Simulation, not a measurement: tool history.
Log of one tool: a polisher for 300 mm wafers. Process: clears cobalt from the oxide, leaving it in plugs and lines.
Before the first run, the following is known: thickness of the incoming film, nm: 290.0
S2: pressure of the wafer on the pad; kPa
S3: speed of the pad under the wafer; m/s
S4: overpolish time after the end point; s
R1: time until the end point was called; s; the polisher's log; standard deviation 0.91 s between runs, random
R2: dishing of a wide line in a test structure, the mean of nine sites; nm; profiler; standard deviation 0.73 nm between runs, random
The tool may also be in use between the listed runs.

run 1 day=0.000 | flow_of_slurry_(ml/min)=315 S2=14.5 S3=0.94 S4=20 | R1=67.222 R2=42.356
run 2 day=0.325 | flow_of_slurry_(ml/min)=315 S2=13.8 S3=0.94 S4=20 | R1=70.633 R2=40.976
run 3 day=0.421 | flow_of_slurry_(ml/min)=315 S2=13.1 S3=0.94 S4=20 | R1=74.888 R2=40.625
run 4 day=0.517 | flow_of_slurry_(ml/min)=315 S2=12.4 S3=0.94 S4=20 | R1=78.822 R2=40.366
run 5 day=0.608 | flow_of_slurry_(ml/min)=315 S2=13.8 S3=0.94 S4=20 | R1=71.306 R2=42.701
run 6 day=0.938 | flow_of_slurry_(ml/min)=315 S2=15.9 S3=0.94 S4=20 | R1=61.925 R2=44.459
run 7 day=1.046 | flow_of_slurry_(ml/min)=315 S2=15.2 S3=0.94 S4=20 | R1=65.586 R2=44.253

Forecast run 8:
run 8 day=1.079 | flow_of_slurry_(ml/min)=315 S2=14.5 S3=0.94 S4=20 | R1=? R2=?

R1: 68.723 s
R2: 42.177 nm
